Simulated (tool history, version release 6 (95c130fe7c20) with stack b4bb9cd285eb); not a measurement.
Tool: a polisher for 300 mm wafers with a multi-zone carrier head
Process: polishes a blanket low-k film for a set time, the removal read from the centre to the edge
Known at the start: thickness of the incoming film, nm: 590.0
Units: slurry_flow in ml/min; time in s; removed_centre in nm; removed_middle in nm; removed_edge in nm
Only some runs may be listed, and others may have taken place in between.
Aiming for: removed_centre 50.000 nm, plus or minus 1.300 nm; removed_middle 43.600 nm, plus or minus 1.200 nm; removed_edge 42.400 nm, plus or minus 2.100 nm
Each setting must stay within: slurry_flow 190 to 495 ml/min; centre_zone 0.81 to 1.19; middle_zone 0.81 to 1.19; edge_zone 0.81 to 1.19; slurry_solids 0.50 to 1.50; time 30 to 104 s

run  hour  slurry_flow  centre_zone  middle_zone  edge_zone  slurry_solids  time  removed_centre  removed_middle  removed_edge
  1   0.0          320         1.00         1.00       1.00           1.00    67          26.610          26.104        25.492
  2   2.2          320         1.03         1.00       1.00           1.00    67          27.487          26.248        25.733
  3   5.1          320         1.03         1.08       1.00           1.00    67          27.106          27.587        25.834
  4   9.4          320         1.03         1.08       1.00           1.00    76          30.912          31.205        29.268
  5  16.3          385         1.03         1.08       1.00           1.00    76          31.538          31.349        29.558
  6  24.9          385         1.06         1.09       1.02           1.10    77          34.633          34.011        31.595
  7  25.7          385         1.09         1.08       1.05           1.20    78          37.653          35.547        34.473
  8  33.0          390         1.11         1.09       1.05           1.25    79          39.227          36.659        35.423

Exactly one of the 5 candidate moves below puts every result within its allowed miss. Which one?
  A  40.3          400         1.19         1.01       1.11           1.20    94               ?               ?             ?
  B  40.3          360         1.10         0.97       1.10           1.30   100               ?               ?             ?
  C  40.3          390         1.15         1.17       0.89           1.15    93               ?               ?             ?
  D  40.3          330         1.13         0.89       1.15           1.30    97               ?               ?             ?
  E  40.3          495         1.18         1.10       1.06           1.25    92               ?               ?             ?

move  removed_centre  removed_middle  removed_edge
   A          48.967          41.200        41.789
   B          49.394          43.974        45.560
   C          45.853          43.745        36.351
   D          48.828          40.272        44.998
   E          49.143          43.869        41.095
A: corrects the largest miss of the last run, while another result sits out of spec
B: corrects the largest miss of the last run, while another result sits out of spec
C: better than the last run, though not everything is in spec
D: corrects the largest miss of the last run, while another result sits out of spec
E: every result lands within tolerance
The right move is E.
